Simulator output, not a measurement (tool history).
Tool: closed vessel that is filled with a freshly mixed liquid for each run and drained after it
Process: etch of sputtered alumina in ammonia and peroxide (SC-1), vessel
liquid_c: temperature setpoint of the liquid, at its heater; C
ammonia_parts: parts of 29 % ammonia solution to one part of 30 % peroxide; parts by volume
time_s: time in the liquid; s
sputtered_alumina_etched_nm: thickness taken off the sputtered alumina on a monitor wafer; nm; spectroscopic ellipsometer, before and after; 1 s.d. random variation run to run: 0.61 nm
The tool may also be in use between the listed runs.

run,hour,liquid_c,ammonia_parts,time_s,sputtered_alumina_etched_nm
1,0.0,56,0.5,705,44.797
2,1.0,56,0.5,705,45.629
3,7.2,59,0.5,705,52.147
4,12.6,61,0.5,705,59.070
5,20.0,61,0.5,705,57.882
6,21.2,61,0.6,705,59.099

What will run 7 give?
7,28.6,62,0.6,705,?

{"run 7": {"sputtered_alumina_etched_nm": 63.406}}
